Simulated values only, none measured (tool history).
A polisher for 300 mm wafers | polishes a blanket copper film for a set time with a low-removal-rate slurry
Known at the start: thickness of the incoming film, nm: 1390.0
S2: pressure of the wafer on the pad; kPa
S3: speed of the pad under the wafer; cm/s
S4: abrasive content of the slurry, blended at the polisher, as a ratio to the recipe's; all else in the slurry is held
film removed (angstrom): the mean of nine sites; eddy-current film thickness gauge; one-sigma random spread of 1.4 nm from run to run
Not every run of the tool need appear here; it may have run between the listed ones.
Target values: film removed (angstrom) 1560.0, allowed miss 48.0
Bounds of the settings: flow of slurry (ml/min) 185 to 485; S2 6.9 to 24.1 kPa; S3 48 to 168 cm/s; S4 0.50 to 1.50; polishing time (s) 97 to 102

run 1 hour=0.0 | flow_of_slurry_(ml/min)=310 S2=15.2 S3=108 S4=1.00 polishing_time_(s)=97 | film_removed_(angstrom)=2482.9
run 2 hour=5.5 | flow_of_slurry_(ml/min)=310 S2=15.2 S3=120 S4=1.00 polishing_time_(s)=97 | film_removed_(angstrom)=2761.7
run 3 hour=10.1 | flow_of_slurry_(ml/min)=310 S2=17.9 S3=120 S4=1.00 polishing_time_(s)=97 | film_removed_(angstrom)=2981.3
run 4 hour=13.1 | flow_of_slurry_(ml/min)=310 S2=17.9 S3=120 S4=1.00 polishing_time_(s)=102 | film_removed_(angstrom)=3187.6
run 5 hour=19.6 | flow_of_slurry_(ml/min)=310 S2=14.5 S3=108 S4=1.00 polishing_time_(s)=102 | film_removed_(angstrom)=2575.0
run 6 hour=25.3 | flow_of_slurry_(ml/min)=310 S2=12.4 S3=100 S4=1.00 polishing_time_(s)=102 | film_removed_(angstrom)=2170.4
run 7 hour=27.7 | flow_of_slurry_(ml/min)=310 S2=11.0 S3=96 S4=1.00 polishing_time_(s)=102 | film_removed_(angstrom)=1937.7
run 8 hour=32.6 | flow_of_slurry_(ml/min)=310 S2=9.7 S3=96 S4=1.00 polishing_time_(s)=102 | film_removed_(angstrom)=1798.4

5 candidate next runs follow, results not yet known. Just one meets every target within its allowed miss. Identify it.
run A hour=37.5 | flow_of_slurry_(ml/min)=305 S2=9.7 S3=84 S4=1.30 polishing_time_(s)=99 | film_removed_(angstrom)=?
run B hour=37.5 | flow_of_slurry_(ml/min)=360 S2=8.3 S3=116 S4=1.00 polishing_time_(s)=102 | film_removed_(angstrom)=?
run C hour=37.5 | flow_of_slurry_(ml/min)=330 S2=9.7 S3=96 S4=1.05 polishing_time_(s)=98 | film_removed_(angstrom)=?
run D hour=37.5 | flow_of_slurry_(ml/min)=305 S2=7.6 S3=102 S4=0.80 polishing_time_(s)=100 | film_removed_(angstrom)=?
run E hour=37.5 | flow_of_slurry_(ml/min)=320 S2=9.7 S3=108 S4=1.00 polishing_time_(s)=102 | film_removed_(angstrom)=?

move=A film_removed_(angstrom)=1731.6
move=B film_removed_(angstrom)=2048.8
move=C film_removed_(angstrom)=1812.2
move=D film_removed_(angstrom)=1587.2
move=E film_removed_(angstrom)=2049.3
A: gains on the last run, yet a result remains outside its allowed miss
B: lands further from the targets than the last run did
C: lands further from the targets than the last run did
D: meets every target
E: lands further from the targets than the last run did
The move that meets every target is D.
